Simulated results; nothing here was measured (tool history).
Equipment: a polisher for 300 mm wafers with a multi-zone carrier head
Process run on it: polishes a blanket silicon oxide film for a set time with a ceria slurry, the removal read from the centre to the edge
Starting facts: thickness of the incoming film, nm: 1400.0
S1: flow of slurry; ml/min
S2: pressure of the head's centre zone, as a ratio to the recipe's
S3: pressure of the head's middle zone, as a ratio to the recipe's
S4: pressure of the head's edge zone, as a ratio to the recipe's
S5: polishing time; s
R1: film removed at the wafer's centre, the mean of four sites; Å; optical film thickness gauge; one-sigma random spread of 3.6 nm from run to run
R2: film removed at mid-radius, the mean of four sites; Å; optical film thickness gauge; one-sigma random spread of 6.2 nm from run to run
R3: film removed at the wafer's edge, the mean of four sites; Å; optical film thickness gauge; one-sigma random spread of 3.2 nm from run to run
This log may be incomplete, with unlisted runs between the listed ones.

run,hour,S1,S2,S3,S4,S5,R1,R2,R3
1,0.0,270,1.00,1.00,1.00,70,3802.3,3802.3,3960.2
2,3.2,270,0.92,1.00,1.00,70,3496.5,3818.8,3946.0
3,6.9,280,0.91,1.03,1.05,71,3548.4,3967.8,4109.0
4,9.6,290,0.89,1.05,1.09,72,3530.0,4098.1,4277.8
5,16.1,290,0.89,1.05,1.04,72,3509.1,4224.4,4092.2
6,17.3,290,0.89,1.05,1.04,65,3124.7,3707.0,3761.8
7,22.6,290,0.89,1.05,1.04,65,3214.8,3710.9,3687.4
8,30.3,290,0.89,1.07,1.08,68,3263.7,4001.5,3967.8
9,32.2,300,0.90,1.08,1.11,69,3427.7,4110.2,4135.4
10,36.7,310,0.90,1.09,1.14,70,3427.4,4060.8,4253.0

The next listed run, before its measurement:
11,41.2,310,0.90,1.10,1.15,71,?,?,?

{"run 11": {"R1": 3541.3, "R2": 4202.6, "R3": 4344.2}}

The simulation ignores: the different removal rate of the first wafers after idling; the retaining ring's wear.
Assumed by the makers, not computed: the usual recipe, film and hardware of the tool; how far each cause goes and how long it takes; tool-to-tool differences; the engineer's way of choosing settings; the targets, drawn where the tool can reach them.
